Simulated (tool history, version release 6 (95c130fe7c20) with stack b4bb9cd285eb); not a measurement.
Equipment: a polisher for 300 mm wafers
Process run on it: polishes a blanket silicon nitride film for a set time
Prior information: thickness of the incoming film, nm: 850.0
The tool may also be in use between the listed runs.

run	hour	flow of slurry (ml/min)	pressure of the wafer on the pad (psi)	speed of the pad under the wafer (m/s)	polishing time (s)	film removed (angstrom)
1	0	255	4.2	1.02	25	619.6
2	3	255	4.2	1.02	22	548.2
3	10.8	255	4.6	1.04	22	615.77
4	17.9	255	4.6	0.84	22	526.39
5	26.1	255	5	0.86	22	560.16
6	32.7	255	5	1.08	22	680.58

Run 7 comes next. What will it give?
7	36.9	255	5.3	1.1	22	?

film removed (angstrom): 737.73
